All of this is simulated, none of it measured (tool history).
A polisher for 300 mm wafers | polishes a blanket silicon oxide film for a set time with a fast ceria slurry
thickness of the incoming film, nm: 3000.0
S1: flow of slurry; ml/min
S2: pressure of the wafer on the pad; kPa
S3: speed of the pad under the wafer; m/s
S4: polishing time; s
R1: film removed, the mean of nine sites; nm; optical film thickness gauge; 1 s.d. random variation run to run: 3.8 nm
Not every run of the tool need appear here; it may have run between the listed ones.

run	hour	S1	S2	S3	S4	R1
1	0.0	220	12.4	0.92	77	820.90
2	3.7	220	11.0	0.92	77	731.26
3	9.8	220	11.0	0.80	77	653.03
4	17.7	240	11.0	0.80	77	659.16
5	22.8	235	10.3	0.80	77	612.82
6	23.5	235	7.6	0.80	77	457.55
7	31.2	225	6.9	0.80	77	418.81
8	32.3	230	6.9	0.80	77	421.71
9	37.0	240	6.9	0.80	77	417.64
10	42.7	240	7.6	0.80	77	461.50
11	51.5	235	7.6	0.80	77	459.96
12	57.3	230	7.6	0.80	77	457.36
13	59.9	215	6.9	0.80	77	412.63
14	66.0	220	6.9	0.80	77	419.15
15	67.4	240	7.6	0.80	77	464.85
16	70.4	235	7.6	0.80	77	460.19
17	79.1	235	7.6	0.80	77	459.14
18	83.5	230	7.6	0.80	77	456.40
19	92.3	230	7.6	0.80	77	461.68
20	93.0	225	7.6	0.80	77	460.05
21	97.5	225	6.9	0.80	77	417.53
22	99.8	230	6.9	0.80	77	414.60
23	107.0	230	7.6	0.80	77	456.67
24	110.3	225	7.6	0.80	77	457.47

Run 25 has not been measured yet. What should we expect?
25	112.3	220	6.9	0.80	77	?

R1: 416.98 nm

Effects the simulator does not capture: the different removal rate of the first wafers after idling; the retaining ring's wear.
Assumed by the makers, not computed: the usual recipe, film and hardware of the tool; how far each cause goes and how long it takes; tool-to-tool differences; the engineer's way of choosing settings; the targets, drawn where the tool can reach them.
